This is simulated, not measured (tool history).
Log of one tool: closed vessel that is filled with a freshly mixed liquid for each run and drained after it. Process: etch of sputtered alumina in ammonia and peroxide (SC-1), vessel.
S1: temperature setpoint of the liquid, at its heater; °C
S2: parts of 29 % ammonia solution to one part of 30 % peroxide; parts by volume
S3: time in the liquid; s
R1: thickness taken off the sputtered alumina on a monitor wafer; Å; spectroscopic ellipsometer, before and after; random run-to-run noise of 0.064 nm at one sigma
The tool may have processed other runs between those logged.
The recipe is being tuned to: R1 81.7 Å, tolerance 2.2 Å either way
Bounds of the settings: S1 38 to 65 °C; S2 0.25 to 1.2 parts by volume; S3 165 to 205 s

{"run": 1, "hour": 0.0, "S1": 49, "S2": 0.95, "S3": 205, "R1": 147.44}
{"run": 2, "hour": 8.5, "S1": 54.5, "S2": 0.95, "S3": 205, "R1": 196.76}
{"run": 3, "hour": 17.1, "S1": 54.5, "S2": 1.1, "S3": 205, "R1": 200.44}
{"run": 4, "hour": 22.1, "S1": 52, "S2": 1.1, "S3": 205, "R1": 176.95}
{"run": 5, "hour": 28.9, "S1": 52, "S2": 1.1, "S3": 205, "R1": 174.9}
{"run": 6, "hour": 36.1, "S1": 58, "S2": 1.1, "S3": 205, "R1": 240.58}
{"run": 7, "hour": 43.0, "S1": 50, "S2": 1, "S3": 200, "R1": 150.65}
{"run": 8, "hour": 44.3, "S1": 48.5, "S2": 1, "S3": 200, "R1": 139.81}
{"run": 9, "hour": 48.2, "S1": 40.5, "S2": 0.95, "S3": 200, "R1": 89.07}

4 candidate next runs follow, results not yet known. Just one meets every target within its allowed miss. Identify it.
{"run": "A", "hour": 52.1, "S1": 44.5, "S2": 0.9, "S3": 175, "R1": "?"}
{"run": "B", "hour": 52.1, "S1": 40, "S2": 0.9, "S3": 205, "R1": "?"}
{"run": "C", "hour": 52.1, "S1": 39, "S2": 1, "S3": 200, "R1": "?"}
{"run": "D", "hour": 52.1, "S1": 43, "S2": 0.95, "S3": 195, "R1": "?"}

move=A R1=96.813
move=B R1=87.336
move=C R1=81.124
move=D R1=99.485
A: further off than the last run
B: nearer the targets than the last run, but a result is still out of spec
C: each result inside its tolerance
D: further off than the last run
Correct choice: C, which meets every target

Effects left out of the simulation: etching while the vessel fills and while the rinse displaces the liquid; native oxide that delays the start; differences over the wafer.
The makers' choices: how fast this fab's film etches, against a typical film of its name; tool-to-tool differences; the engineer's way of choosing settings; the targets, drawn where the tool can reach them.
